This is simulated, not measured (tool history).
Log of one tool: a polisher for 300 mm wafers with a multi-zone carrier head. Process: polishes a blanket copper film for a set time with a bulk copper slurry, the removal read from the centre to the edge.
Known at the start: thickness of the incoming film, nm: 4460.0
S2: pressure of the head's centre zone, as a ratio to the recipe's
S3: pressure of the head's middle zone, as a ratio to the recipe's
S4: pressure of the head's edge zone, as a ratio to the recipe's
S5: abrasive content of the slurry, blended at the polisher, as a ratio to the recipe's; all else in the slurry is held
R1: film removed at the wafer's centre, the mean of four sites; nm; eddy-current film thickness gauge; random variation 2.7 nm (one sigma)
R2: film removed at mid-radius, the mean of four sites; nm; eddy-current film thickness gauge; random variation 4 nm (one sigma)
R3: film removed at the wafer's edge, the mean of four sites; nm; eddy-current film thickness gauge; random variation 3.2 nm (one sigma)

run 1 day=0.000 | flow_of_slurry_(ml/min)=165 S2=1.00 S3=1.00 S4=1.00 S5=1.00 polishing_time_(s)=57 | R1=456.08 R2=460.24 R3=458.18
run 2 day=0.229 | flow_of_slurry_(ml/min)=160 S2=1.00 S3=1.00 S4=0.98 S5=0.95 polishing_time_(s)=57 | R1=448.40 R2=454.87 R3=446.02
run 3 day=0.296 | flow_of_slurry_(ml/min)=195 S2=1.00 S3=1.00 S4=0.98 S5=0.95 polishing_time_(s)=57 | R1=457.12 R2=463.06 R3=450.51
run 4 day=0.408 | flow_of_slurry_(ml/min)=195 S2=1.00 S3=1.00 S4=0.98 S5=0.95 polishing_time_(s)=69 | R1=550.73 R2=565.20 R3=536.22
run 5 day=0.746 | flow_of_slurry_(ml/min)=195 S2=1.00 S3=1.00 S4=0.98 S5=1.05 polishing_time_(s)=69 | R1=570.95 R2=576.54 R3=557.27
run 6 day=0.900 | flow_of_slurry_(ml/min)=195 S2=1.00 S3=0.97 S4=0.98 S5=1.05 polishing_time_(s)=69 | R1=560.21 R2=569.69 R3=546.01
run 7 day=1.200 | flow_of_slurry_(ml/min)=195 S2=1.00 S3=0.97 S4=0.98 S5=1.05 polishing_time_(s)=69 | R1=572.24 R2=561.36 R3=561.45
run 8 day=1.308 | flow_of_slurry_(ml/min)=195 S2=1.00 S3=0.97 S4=0.97 S5=1.00 polishing_time_(s)=67 | R1=547.76 R2=553.87 R3=528.04

Run 9 comes next. What will it give?
run 9 day=1.338 | flow_of_slurry_(ml/min)=190 S2=1.00 S3=0.96 S4=0.97 S5=0.95 polishing_time_(s)=65 | R1=? R2=? R3=?

R1: 515.64 nm
R2: 508.67 nm
R3: 506.98 nm

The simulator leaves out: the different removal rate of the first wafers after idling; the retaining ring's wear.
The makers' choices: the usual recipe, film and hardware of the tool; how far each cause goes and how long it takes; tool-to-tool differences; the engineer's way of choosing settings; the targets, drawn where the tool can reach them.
